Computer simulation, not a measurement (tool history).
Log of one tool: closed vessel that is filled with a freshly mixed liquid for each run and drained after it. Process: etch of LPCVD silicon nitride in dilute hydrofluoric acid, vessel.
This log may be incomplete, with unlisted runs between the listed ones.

run    day  temperature setpoint of the liquid (C)  parts of water to one part of 49 % hydrofluoric acid (parts by volume)  time in the liquid (s)  thickness taken off the LPCVD silicon nitride on a monitor wafer (nm)
  1      0                                      22                                                                     265                     915                                                                 1.5886
  2  0.254                                      22                                                                     265                     705                                                                 1.2079
  3  0.312                                    20.5                                                                     265                     705                                                                  1.099
  4  0.608                                    20.5                                                                     175                     705                                                                 1.6342
  5  0.638                                    20.5                                                                     175                     705                                                                 1.6428
  6  0.717                                    19.5                                                                     205                     705                                                                  1.325

Run 7 is up next; what results do you expect?
  7  0.767                                    18.5                                                                     220                     705                                                                      ?

Run 7 yielded thickness taken off the LPCVD silicon nitride on a monitor wafer (nm) 1.1523.

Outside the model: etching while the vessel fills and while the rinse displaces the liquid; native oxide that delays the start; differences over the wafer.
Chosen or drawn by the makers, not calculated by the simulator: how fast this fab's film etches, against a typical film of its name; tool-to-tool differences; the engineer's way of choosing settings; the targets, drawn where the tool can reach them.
